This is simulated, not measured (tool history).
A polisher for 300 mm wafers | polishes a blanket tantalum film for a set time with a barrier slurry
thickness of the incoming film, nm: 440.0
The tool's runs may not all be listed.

run,hour,flow of slurry (ml/min),pressure of the wafer on the pad (kPa),speed of the pad under the wafer (m/s),abrasive content of the slurry,polishing time (s),film removed (nm)
1,0.0,290,12.4,1.22,1.0,47,105.500
2,4.9,290,12.4,1.42,1.0,47,120.820
3,9.9,290,10.3,1.42,1.0,47,101.980
4,14.7,290,9.7,1.42,1.0,47,95.566
5,22.3,290,12.4,1.42,1.0,47,120.750
6,27.9,290,12.4,1.42,1.0,42,108.550
7,33.5,290,11.0,1.42,1.0,42,97.101
8,40.5,290,10.3,1.42,1.0,42,91.387

The next listed run, before its measurement:
# hour 42.1: head pressure recalibrated
9,42.1,290,9.7,1.42,1.0,42,?

{"run 9": {"film removed (nm)": 79.955}}

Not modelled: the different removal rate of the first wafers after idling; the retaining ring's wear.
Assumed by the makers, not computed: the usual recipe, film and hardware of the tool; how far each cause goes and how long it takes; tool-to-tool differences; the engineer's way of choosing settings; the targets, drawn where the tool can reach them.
